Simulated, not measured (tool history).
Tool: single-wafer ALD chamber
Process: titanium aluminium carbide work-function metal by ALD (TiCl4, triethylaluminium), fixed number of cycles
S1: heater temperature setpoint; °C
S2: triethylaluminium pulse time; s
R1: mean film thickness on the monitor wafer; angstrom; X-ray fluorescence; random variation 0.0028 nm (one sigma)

| run | hour | S1 | S2 | R1 |
|---|---|---|---|---|
| 1 | 0 | 285 | 7.71 | 15.269 |
| 2 | 4.3 | 285 | 9.82 | 15.792 |
| 3 | 11.3 | 283 | 9.72 | 15.556 |
| 4 | 15.2 | 283 | 11.51 | 15.759 |
| 5 | 23.9 | 283 | 10.24 | 15.661 |
| 6 | 30.2 | 281 | 10.15 | 15.432 |
| 7 | 34.7 | 269 | 9.67 | 14.408 |
| 8 | 41 | 269 | 9.65 | 14.383 |

The next listed run, before its measurement:
| 9 | 47.7 | 269 | 9.64 | ? |

R1: 14.343 angstrom
